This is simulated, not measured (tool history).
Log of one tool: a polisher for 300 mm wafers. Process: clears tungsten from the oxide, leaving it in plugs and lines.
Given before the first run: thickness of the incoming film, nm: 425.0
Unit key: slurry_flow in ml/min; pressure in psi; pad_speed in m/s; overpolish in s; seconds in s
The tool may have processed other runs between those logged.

run  hour  slurry_flow  pressure  pad_speed  slurry_solids  overpolish  seconds
  1   0.0          160       4.4       0.90            1.0           4   75.351
  2   1.8          185       4.4       0.90            1.0           4   74.220
  3   6.6          215       4.4       0.90            1.0           4   72.480
  4  15.4          215       4.4       1.00            1.0           4   69.352
  5  23.0          215       4.9       1.00            1.0           4   60.792
  6  30.5          190       4.9       1.00            1.0           4   62.161
  7  39.4          190       5.0       1.00            1.0           4   60.814
  8  46.0          190       5.1       1.00            1.0           4   58.473
  9  52.8          190       5.2       1.00            1.0           4   58.844

For run 10, what comes out?
 10  56.3          190       5.3       1.00            1.0           4        ?

seconds: 58.113 s
